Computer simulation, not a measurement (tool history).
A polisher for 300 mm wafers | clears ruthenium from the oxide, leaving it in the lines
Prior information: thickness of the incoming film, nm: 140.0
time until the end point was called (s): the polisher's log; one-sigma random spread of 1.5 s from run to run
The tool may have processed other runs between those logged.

run  hour  flow of slurry (ml/min)  pressure of the wafer on the pad (kPa)  speed of the pad under the wafer (cm/s)  overpolish time after the end point (s)  time until the end point was called (s)
  1   0.0                      295                                    14.5                                       92                                       23                                   124.38
  2   8.3                      295                                    15.2                                       92                                       23                                   123.39
  3  12.6                      295                                    15.2                                       92                                       23                                   122.02
  4  20.6                      295                                    15.2                                       74                                       23                                   140.03
  5  29.3                      295                                    15.9                                       74                                       23                                   142.39
  6  34.8                      250                                    15.9                                       74                                       23                                   141.41
  7  36.7                      250                                    16.5                                       76                                       23                                   136.62
  8  39.5                      250                                    17.2                                       78                                       23                                   130.51

The next listed run, before its measurement:
  9  43.2                      250                                    21.4                                       84                                       23                                        ?

Run 9 measured time until the end point was called (s) 105.84.
